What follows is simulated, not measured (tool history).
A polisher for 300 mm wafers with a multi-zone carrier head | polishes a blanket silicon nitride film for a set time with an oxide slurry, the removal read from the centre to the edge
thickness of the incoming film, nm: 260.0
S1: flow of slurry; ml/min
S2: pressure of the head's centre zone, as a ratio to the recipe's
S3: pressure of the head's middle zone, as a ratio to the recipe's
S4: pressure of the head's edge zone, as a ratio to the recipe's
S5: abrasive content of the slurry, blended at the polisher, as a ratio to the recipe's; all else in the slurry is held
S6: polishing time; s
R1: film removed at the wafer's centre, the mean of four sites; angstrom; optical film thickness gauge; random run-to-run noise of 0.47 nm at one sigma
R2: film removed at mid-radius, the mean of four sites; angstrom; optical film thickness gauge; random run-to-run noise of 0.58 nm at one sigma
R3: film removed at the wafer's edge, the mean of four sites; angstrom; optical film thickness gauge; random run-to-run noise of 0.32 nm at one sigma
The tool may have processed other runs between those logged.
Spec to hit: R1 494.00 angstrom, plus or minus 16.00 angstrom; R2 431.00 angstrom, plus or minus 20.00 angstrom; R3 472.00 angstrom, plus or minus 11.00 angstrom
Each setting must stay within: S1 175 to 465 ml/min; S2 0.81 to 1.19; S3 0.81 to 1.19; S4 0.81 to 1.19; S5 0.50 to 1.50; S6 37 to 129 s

run,hour,S1,S2,S3,S4,S5,S6,R1,R2,R3
1,0.0,295,1.00,1.00,1.00,1.00,83,413.42,417.63,427.83
2,6.4,295,1.00,1.06,1.00,1.00,83,417.37,433.67,426.74
3,10.6,300,1.02,1.05,1.02,1.00,83,427.46,434.67,430.43
4,19.1,365,1.02,1.05,1.02,1.00,83,424.94,435.18,433.84
5,25.4,365,1.02,1.05,1.02,1.00,65,332.09,334.85,338.33
6,26.9,365,1.04,1.04,1.04,1.10,66,364.07,359.80,355.26
7,34.5,365,1.04,1.01,1.06,1.15,67,373.14,363.81,378.62
8,37.0,365,1.05,1.00,1.07,1.20,67,378.89,360.26,383.49
9,42.4,365,1.06,1.00,1.08,1.25,68,401.67,377.75,398.99
10,50.3,380,1.12,0.98,1.18,1.50,69,453.84,395.71,455.86
11,55.4,380,1.13,0.99,1.18,1.50,69,462.96,401.69,449.06
12,61.4,380,1.13,0.99,1.18,1.50,70,462.37,411.06,451.54
13,62.1,380,1.13,0.99,1.18,1.50,71,473.54,408.84,462.98
14,67.7,380,1.13,1.00,1.18,1.50,71,473.89,411.69,466.66
15,73.6,380,1.13,1.01,1.18,1.50,71,474.87,421.94,466.43

Which single option among these 5 for the next run brings every result within its allowed miss of target? Just one does.
A,79.5,325,1.19,0.98,1.11,1.50,75,?,?,?
B,79.5,340,1.05,1.02,1.19,1.45,74,?,?,?
C,79.5,440,1.12,0.99,1.12,1.40,76,?,?,?
D,79.5,440,1.11,1.04,1.07,1.50,80,?,?,?
E,79.5,420,1.19,1.09,1.13,1.35,77,?,?,?

move,R1,R2,R3
A,519.30,419.38,470.79
B,448.17,424.66,475.99
C,494.18,427.11,474.97
D,528.03,480.01,500.52
E,524.11,462.08,475.46
A: takes the result that was furthest off past its target
B: further off than the last run
C: all results land within tolerance of their targets
D: takes the result that was furthest off past its target
E: takes the result that was furthest off past its target
So the answer is move C, the one that meets all the targets.
